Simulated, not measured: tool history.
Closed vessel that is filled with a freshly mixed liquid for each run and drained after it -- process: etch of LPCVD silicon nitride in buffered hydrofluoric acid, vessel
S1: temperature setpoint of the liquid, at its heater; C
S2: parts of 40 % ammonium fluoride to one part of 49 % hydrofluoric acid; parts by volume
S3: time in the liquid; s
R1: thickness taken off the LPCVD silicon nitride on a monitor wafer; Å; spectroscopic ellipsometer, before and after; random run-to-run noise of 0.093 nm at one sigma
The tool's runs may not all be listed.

| run | day | S1 | S2 | S3 | R1 |
|---|---|---|---|---|---|
| 1 | 0.000 | 25.0 | 18.5 | 1030 | 81.508 |
| 2 | 0.292 | 26.0 | 18.5 | 1030 | 86.509 |
| 3 | 0.533 | 24.0 | 18.5 | 1030 | 79.639 |
| 4 | 0.888 | 24.0 | 18.5 | 1030 | 79.633 |
| 5 | 1.154 | 24.0 | 24.0 | 1030 | 64.247 |
| 6 | 1.408 | 24.0 | 27.5 | 1030 | 58.947 |
| 7 | 1.483 | 26.0 | 26.0 | 1030 | 68.537 |
| 8 | 1.533 | 27.5 | 25.0 | 1030 | 74.777 |
| 9 | 1.846 | 28.5 | 24.0 | 1030 | 80.900 |
| 10 | 2.192 | 29.5 | 23.0 | 1030 | 89.457 |
| 11 | 2.479 | 30.0 | 22.5 | 1030 | 91.804 |

For run 12, what comes out?
| 12 | 2.542 | 30.5 | 22.0 | 1030 | ? |

{"run 12": {"R1": 95.803}}
